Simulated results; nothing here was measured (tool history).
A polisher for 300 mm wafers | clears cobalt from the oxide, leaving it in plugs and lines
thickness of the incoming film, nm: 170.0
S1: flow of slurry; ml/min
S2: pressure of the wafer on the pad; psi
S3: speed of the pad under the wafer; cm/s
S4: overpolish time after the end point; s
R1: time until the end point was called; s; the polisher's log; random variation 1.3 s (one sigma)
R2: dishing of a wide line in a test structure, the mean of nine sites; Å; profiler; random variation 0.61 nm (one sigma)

run,hour,S1,S2,S3,S4,R1,R2
1,0,295,1.6,96,20,50.758,382.02
2,4.7,295,1.5,96,19,50.41,373.23
3,7,295,1.5,96,26,52.281,427.16
4,9.8,295,1.5,96,22,51.606,393.5
5,10.5,295,1.4,96,21,55.832,371.4
6,11,295,1.4,118,21,45.68,425.72
7,11.8,295,1.3,116,20,49.108,385.4
8,19.1,295,1.2,116,19,53.529,372.23
9,25.9,295,1.2,116,18,51.949,363.52
10,28.7,295,0.7,112,13,83.72,210.14
11,31.2,295,0.7,112,14,82.531,223.34

The next listed run, before its measurement:
12,31.9,295,1,114,20,?,?

R1: 61.514 s
R2: 351.6 Å

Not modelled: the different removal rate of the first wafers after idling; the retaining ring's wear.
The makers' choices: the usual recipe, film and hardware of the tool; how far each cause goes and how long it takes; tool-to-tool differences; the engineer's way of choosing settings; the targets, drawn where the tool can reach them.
